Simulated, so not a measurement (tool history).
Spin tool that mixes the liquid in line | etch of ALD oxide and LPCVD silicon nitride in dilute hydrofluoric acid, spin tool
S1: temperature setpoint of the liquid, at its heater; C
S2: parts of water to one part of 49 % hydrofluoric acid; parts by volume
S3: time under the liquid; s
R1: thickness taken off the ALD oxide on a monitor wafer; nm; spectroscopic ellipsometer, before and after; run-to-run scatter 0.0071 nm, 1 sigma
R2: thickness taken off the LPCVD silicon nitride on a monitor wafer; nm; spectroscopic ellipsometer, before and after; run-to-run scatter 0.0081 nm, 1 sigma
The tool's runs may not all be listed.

run    day    S1   S2   S3       R1        R2
  1      0    22  255  180   4.9953   0.26887
  2  0.304    21  305  155   3.3156    0.2033
  3  0.379    20  345  135   2.3092   0.12543
  4  0.483  19.5  375  120   1.8138   0.12831
  5  0.862  19.5  465  120   1.3751  0.096659
  6  1.229    19  465  110   1.2652   0.10468
  7  1.421    17  465   50  0.52627  0.026514

What will run 8 give?
  8  1.692  18  465  50   ?   ?

{"run 8": {"R1": 0.55354, "R2": 0.039817}}

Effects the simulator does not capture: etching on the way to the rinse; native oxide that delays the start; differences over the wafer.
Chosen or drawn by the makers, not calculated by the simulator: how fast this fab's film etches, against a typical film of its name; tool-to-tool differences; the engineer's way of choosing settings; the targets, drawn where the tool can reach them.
